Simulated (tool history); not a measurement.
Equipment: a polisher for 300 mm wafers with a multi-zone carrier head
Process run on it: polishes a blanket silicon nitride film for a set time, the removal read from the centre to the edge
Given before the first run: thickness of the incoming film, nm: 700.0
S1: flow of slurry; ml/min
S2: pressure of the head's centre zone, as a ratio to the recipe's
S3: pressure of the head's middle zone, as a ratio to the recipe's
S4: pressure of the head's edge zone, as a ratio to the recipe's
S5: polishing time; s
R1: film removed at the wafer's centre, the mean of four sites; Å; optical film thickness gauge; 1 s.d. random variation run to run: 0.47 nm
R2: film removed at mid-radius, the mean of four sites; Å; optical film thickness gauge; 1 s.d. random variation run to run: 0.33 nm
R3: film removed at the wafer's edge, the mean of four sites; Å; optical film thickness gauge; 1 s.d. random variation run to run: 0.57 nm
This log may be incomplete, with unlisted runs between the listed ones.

| run | hour | S1 | S2 | S3 | S4 | S5 | R1 | R2 | R3 |
|---|---|---|---|---|---|---|---|---|---|
| 1 | 0.0 | 320 | 1.00 | 1.00 | 1.00 | 47 | 691.92 | 682.17 | 686.75 |
| 2 | 3.0 | 320 | 1.00 | 1.00 | 0.96 | 47 | 678.57 | 678.16 | 669.15 |
| 3 | 5.3 | 320 | 1.00 | 1.06 | 0.96 | 47 | 689.21 | 719.10 | 674.44 |
| 4 | 9.1 | 320 | 1.00 | 1.06 | 1.01 | 47 | 672.28 | 713.33 | 689.00 |
| 5 | 14.4 | 320 | 1.00 | 1.06 | 1.01 | 41 | 590.09 | 628.59 | 599.77 |
| 6 | 17.1 | 320 | 1.00 | 1.03 | 1.00 | 39 | 568.45 | 586.68 | 543.22 |
| 7 | 21.6 | 265 | 0.99 | 0.93 | 1.10 | 26 | 367.39 | 349.20 | 388.71 |
| 8 | 28.0 | 275 | 1.00 | 0.93 | 1.09 | 26 | 365.38 | 351.50 | 392.46 |
| 9 | 30.5 | 280 | 1.03 | 0.93 | 1.08 | 26 | 375.89 | 343.12 | 389.44 |
| 10 | 38.1 | 305 | 1.13 | 1.02 | 1.02 | 27 | 438.13 | 394.41 | 383.97 |
| 11 | 39.6 | 295 | 1.13 | 1.01 | 1.03 | 27 | 436.34 | 395.70 | 390.37 |

Forecast run 12:
|  | 44.0 | edge zone pressure recalibrated |
| 12 | 44.0 | 290 | 1.13 | 1.00 | 1.03 | 27 | ? | ? | ? |

Run 12 came out at R1 430.28 Å, R2 394.14 Å, R3 374.36 Å.
